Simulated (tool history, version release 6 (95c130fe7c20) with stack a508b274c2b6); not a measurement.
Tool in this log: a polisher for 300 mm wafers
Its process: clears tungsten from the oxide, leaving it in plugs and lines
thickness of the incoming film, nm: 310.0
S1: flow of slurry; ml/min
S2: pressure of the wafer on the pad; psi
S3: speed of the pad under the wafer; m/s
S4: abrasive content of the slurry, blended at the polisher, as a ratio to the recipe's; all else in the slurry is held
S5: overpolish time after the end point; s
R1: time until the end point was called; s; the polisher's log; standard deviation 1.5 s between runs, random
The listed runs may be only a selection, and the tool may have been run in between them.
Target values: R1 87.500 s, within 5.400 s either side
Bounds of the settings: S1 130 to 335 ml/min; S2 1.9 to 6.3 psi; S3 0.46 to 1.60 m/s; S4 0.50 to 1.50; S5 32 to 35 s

run  hour   S1   S2    S3    S4  S5       R1
  1   0.0  215  4.1  1.02  1.00  32   56.325
  2   4.4  255  4.1  1.02  1.00  32   56.023
  3   9.9  255  3.3  1.02  1.00  32   68.212
  4  17.6  255  3.3  1.02  1.00  32   68.945
  5  26.4  255  3.1  1.02  1.00  32   74.014
  6  30.8  255  3.0  1.02  1.00  32   78.044
  7  38.3  255  2.9  1.02  1.00  32   76.954
  8  40.2  255  2.3  1.00  1.00  32  100.710
  9  43.7  255  2.4  1.00  1.00  32   97.303
 10  47.6  255  2.8  1.02  1.00  32   82.532

Consider the 4 candidate settings below. Which is the only one whose results all fall within their allowed miss of target?
  A  51.5  270  2.4  1.08  0.95  35   ?
  B  51.5  260  2.6  1.14  0.95  32   ?
  C  51.5  230  3.9  0.76  1.15  35   ?
  D  51.5  285  3.4  0.86  1.05  32   ?

move      R1
   A  87.027
   B  76.823
   C  75.516
   D  75.976
A: every result within its allowed miss
B: its largest miss is bigger than the last run's
C: its largest miss is bigger than the last run's
D: its largest miss is bigger than the last run's
Move A is the one to make.

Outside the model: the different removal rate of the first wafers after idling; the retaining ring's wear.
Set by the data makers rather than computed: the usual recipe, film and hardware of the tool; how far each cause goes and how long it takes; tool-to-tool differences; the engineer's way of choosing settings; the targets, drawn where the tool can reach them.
